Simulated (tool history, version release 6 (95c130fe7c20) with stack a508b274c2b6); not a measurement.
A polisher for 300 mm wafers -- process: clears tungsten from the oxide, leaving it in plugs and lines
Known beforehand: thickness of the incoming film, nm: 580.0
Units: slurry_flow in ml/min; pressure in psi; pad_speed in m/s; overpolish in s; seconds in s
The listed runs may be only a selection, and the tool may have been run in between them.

Run 1, hour 0: slurry_flow 175 ml/min, pressure 3.6 psi, pad_speed 1.1 m/s, slurry_solids 1, overpolish 8 s. Result: seconds 121.19 s.
Run 2, hour 1.9: slurry_flow 175 ml/min, pressure 3.7 psi, pad_speed 1.1 m/s, slurry_solids 1, overpolish 8 s. Result: seconds 120.73 s.
Run 3, hour 3: slurry_flow 175 ml/min, pressure 3.8 psi, pad_speed 1.1 m/s, slurry_solids 1, overpolish 8 s. Result: seconds 117.55 s.
Run 4, hour 11: slurry_flow 175 ml/min, pressure 3.9 psi, pad_speed 1.1 m/s, slurry_solids 1, overpolish 8 s. Result: seconds 113.12 s.
Run 5, hour 17.8: slurry_flow 175 ml/min, pressure 3.9 psi, pad_speed 1 m/s, slurry_solids 1, overpolish 8 s. Result: seconds 126.12 s.
Run 6, hour 26: slurry_flow 175 ml/min, pressure 3.9 psi, pad_speed 0.88 m/s, slurry_solids 1, overpolish 8 s. Result: seconds 137.8 s.

The next listed run, before its measurement:
At hour 32.6: head pressure recalibrated.
Run 7, hour 32.6: slurry_flow 175 ml/min, pressure 4.1 psi, pad_speed 0.9 m/s, slurry_solids 1, overpolish 8 s. Result: seconds ?.

Logged for run 7: seconds 140.78 s.
